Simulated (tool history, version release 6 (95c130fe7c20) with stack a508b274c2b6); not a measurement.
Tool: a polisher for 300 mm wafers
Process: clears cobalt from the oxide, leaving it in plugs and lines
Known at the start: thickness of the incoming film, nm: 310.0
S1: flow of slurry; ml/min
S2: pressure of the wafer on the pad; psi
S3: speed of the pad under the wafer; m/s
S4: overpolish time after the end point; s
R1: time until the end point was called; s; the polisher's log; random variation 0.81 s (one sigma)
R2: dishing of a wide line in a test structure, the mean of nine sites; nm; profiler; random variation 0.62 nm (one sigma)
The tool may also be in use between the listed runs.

Run 1, hour 0.0: S1 155 ml/min, S2 2.3 psi, S3 0.82 m/s, S4 14 s. Result: R1 64.519 s, R2 44.203 nm.
Run 2, hour 1.0: S1 155 ml/min, S2 2.3 psi, S3 0.66 m/s, S4 14 s. Result: R1 77.760 s, R2 38.012 nm.
Run 3, hour 8.3: S1 155 ml/min, S2 2.4 psi, S3 0.66 m/s, S4 13 s. Result: R1 76.209 s, R2 37.406 nm.
Run 4, hour 10.9: S1 155 ml/min, S2 2.5 psi, S3 0.66 m/s, S4 12 s. Result: R1 73.166 s, R2 36.465 nm.
Run 5, hour 19.6: S1 155 ml/min, S2 2.5 psi, S3 0.66 m/s, S4 7 s. Result: R1 74.266 s, R2 24.815 nm.
At hour 21.9: slurry nozzle cleaned.
Run 6, hour 21.9: S1 155 ml/min, S2 2.5 psi, S3 0.52 m/s, S4 7 s. Result: R1 85.474 s, R2 21.415 nm.
Run 7, hour 26.1: S1 155 ml/min, S2 3.1 psi, S3 0.58 m/s, S4 13 s. Result: R1 64.843 s, R2 40.577 nm.
Run 8, hour 26.7: S1 155 ml/min, S2 3.1 psi, S3 0.58 m/s, S4 12 s. Result: R1 64.503 s, R2 40.933 nm.

Expected results for the next run?
Run 9, hour 28.2: S1 155 ml/min, S2 3.1 psi, S3 0.58 m/s, S4 11 s. Result: R1 ?, R2 ?.

R1: 63.754 s
R2: 37.100 nm
